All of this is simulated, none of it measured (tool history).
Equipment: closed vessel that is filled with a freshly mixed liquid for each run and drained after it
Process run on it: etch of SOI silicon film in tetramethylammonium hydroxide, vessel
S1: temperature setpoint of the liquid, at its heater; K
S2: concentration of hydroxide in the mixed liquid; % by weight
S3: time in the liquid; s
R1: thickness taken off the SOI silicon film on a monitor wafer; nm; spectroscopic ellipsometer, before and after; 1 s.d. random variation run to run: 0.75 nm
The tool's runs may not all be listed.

run  hour      S1    S2  S3      R1
  1     0  345.15  14.5  30  207.92
  2   2.8  340.65  14.5  30  159.46
  3   4.8  340.65  14.5  30  161.13
  4   6.7  340.65  14.5  30  160.83
  5  14.5  340.65  17.5  30  148.22
  6  22.9  340.15  17.5  30  141.75
  7  24.4  339.65  17.5  30  140.44
  8  33.7  339.15  17.5  30  136.28

Expected results for the next run?
  9  40.2  338.65  17.5  30   ?

R1: 131.74 nm

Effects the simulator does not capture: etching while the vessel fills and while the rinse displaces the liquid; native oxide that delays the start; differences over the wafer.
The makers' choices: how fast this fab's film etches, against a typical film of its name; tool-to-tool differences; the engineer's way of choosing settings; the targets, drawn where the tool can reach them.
